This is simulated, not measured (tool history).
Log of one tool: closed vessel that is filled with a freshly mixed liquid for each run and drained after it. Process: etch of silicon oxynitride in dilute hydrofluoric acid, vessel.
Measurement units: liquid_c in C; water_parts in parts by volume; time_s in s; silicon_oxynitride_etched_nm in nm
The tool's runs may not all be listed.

Run 1, hour 0: liquid_c 26 C, water_parts 185 parts by volume, time_s 2055 s. Result: silicon_oxynitride_etched_nm 16.89 nm.
Run 2, hour 9.1: liquid_c 26 C, water_parts 185 parts by volume, time_s 2055 s. Result: silicon_oxynitride_etched_nm 16.68 nm.
Run 3, hour 11.2: liquid_c 24 C, water_parts 185 parts by volume, time_s 2055 s. Result: silicon_oxynitride_etched_nm 15.043 nm.
Run 4, hour 19.9: liquid_c 23.5 C, water_parts 185 parts by volume, time_s 2055 s. Result: silicon_oxynitride_etched_nm 14.933 nm.
Run 5, hour 24.8: liquid_c 25.5 C, water_parts 185 parts by volume, time_s 2055 s. Result: silicon_oxynitride_etched_nm 16.678 nm.
Run 6, hour 30.3: liquid_c 25.5 C, water_parts 160 parts by volume, time_s 2055 s. Result: silicon_oxynitride_etched_nm 19.33 nm.
Run 7, hour 34: liquid_c 24 C, water_parts 160 parts by volume, time_s 2055 s. Result: silicon_oxynitride_etched_nm 18.108 nm.
Run 8, hour 40.1: liquid_c 23 C, water_parts 160 parts by volume, time_s 2055 s. Result: silicon_oxynitride_etched_nm 17.441 nm.
Run 9, hour 49.3: liquid_c 22 C, water_parts 165 parts by volume, time_s 2055 s. Result: silicon_oxynitride_etched_nm 15.911 nm.
Run 10, hour 58.8: liquid_c 21 C, water_parts 165 parts by volume, time_s 2055 s. Result: silicon_oxynitride_etched_nm 15.021 nm.

What does the tool deliver on the next run?
Run 11, hour 61.2: liquid_c 20.5 C, water_parts 165 parts by volume, time_s 2055 s. Result: silicon_oxynitride_etched_nm ?.

Run 11 gave silicon_oxynitride_etched_nm 14.751 nm.
